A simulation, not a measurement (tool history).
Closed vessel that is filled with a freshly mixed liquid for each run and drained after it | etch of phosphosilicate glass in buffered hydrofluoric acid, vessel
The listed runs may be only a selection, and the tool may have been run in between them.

run  hour  temperature setpoint of the liquid (°C)  parts of 40 % ammonium fluoride to one part of 49 % hydrofluoric acid (parts by volume)  time in the liquid (s)  thickness taken off the phosphosilicate glass on a monitor wafer (nm)
  1   0.0                                       21                                                                                     19.5                      90                                                                 152.69
  2   6.3                                       23                                                                                     17.0                      90                                                                 194.57
  3   8.0                                       23                                                                                     17.0                     100                                                                 219.13
  4  12.5                                       21                                                                                     17.0                     100                                                                 195.05
  5  20.4                                       21                                                                                     15.0                     100                                                                 222.36
  6  22.2                                       23                                                                                     14.5                     100                                                                 254.48
  7  26.0                                       23                                                                                     14.5                     100                                                                 256.86

Run 8 has not been measured yet. What should we expect?
  8  30.6                                       23                                                                                     14.5                     100                                                                      ?

Run 8 gave thickness taken off the phosphosilicate glass on a monitor wafer (nm) 258.60.
